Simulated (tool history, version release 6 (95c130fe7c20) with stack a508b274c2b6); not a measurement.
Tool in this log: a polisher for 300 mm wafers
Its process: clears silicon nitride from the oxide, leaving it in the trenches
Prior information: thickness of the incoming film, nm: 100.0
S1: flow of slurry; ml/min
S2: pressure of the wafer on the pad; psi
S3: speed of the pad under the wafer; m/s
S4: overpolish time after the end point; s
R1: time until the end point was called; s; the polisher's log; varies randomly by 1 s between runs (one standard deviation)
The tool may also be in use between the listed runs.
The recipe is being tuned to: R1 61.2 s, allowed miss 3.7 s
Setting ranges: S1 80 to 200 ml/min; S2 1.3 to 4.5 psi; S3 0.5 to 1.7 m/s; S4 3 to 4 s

Run 1, hour 0: S1 130 ml/min, S2 2.9 psi, S3 1.1 m/s, S4 4 s. Result: R1 111.07 s.
Run 2, hour 2.8: S1 130 ml/min, S2 3.3 psi, S3 1.1 m/s, S4 4 s. Result: R1 94.356 s.
Run 3, hour 7.4: S1 130 ml/min, S2 3.4 psi, S3 1.1 m/s, S4 4 s. Result: R1 98.238 s.
Run 4, hour 9.7: S1 150 ml/min, S2 3.4 psi, S3 1.1 m/s, S4 4 s. Result: R1 92.434 s.
Run 5, hour 11.2: S1 150 ml/min, S2 3.4 psi, S3 1.1 m/s, S4 3 s. Result: R1 93.205 s.
Run 6, hour 18.7: S1 150 ml/min, S2 2.9 psi, S3 1.1 m/s, S4 3 s. Result: R1 108.19 s.
Run 7, hour 20.4: S1 155 ml/min, S2 3.7 psi, S3 1.24 m/s, S4 3 s. Result: R1 73.887 s.
Run 8, hour 25.5: S1 155 ml/min, S2 3.8 psi, S3 1.24 m/s, S4 3 s. Result: R1 73.637 s.
Run 9, hour 28.4: S1 155 ml/min, S2 3.9 psi, S3 1.24 m/s, S4 3 s. Result: R1 71.675 s.
Run 10, hour 29.7: S1 155 ml/min, S2 4 psi, S3 1.24 m/s, S4 3 s. Result: R1 69.379 s.
Run 11, hour 31.8: S1 155 ml/min, S2 4.1 psi, S3 1.24 m/s, S4 3 s. Result: R1 68.752 s.
Run 12, hour 33.4: S1 155 ml/min, S2 4.2 psi, S3 1.24 m/s, S4 3 s. Result: R1 66.53 s.

Below are 4 possible settings for the next run. Only one of them brings all results inside the allowed miss of their targets. Which is it?
Run A, hour 35: S1 145 ml/min, S2 4 psi, S3 1.26 m/s, S4 3 s. Result: R1 ?.
Run B, hour 35: S1 160 ml/min, S2 4.5 psi, S3 1.24 m/s, S4 4 s. Result: R1 ?.
Run C, hour 35: S1 155 ml/min, S2 3.9 psi, S3 1.16 m/s, S4 4 s. Result: R1 ?.
Run D, hour 35: S1 140 ml/min, S2 4.1 psi, S3 1.14 m/s, S4 3 s. Result: R1 ?.

move      R1
   A  70.143
   B  62.324
   C  76.948
   D  75.981
A: its largest miss is bigger than the last run's
B: hits every target within its allowed miss
C: its largest miss is bigger than the last run's
D: its largest miss is bigger than the last run's
Correct choice: B, which meets every target
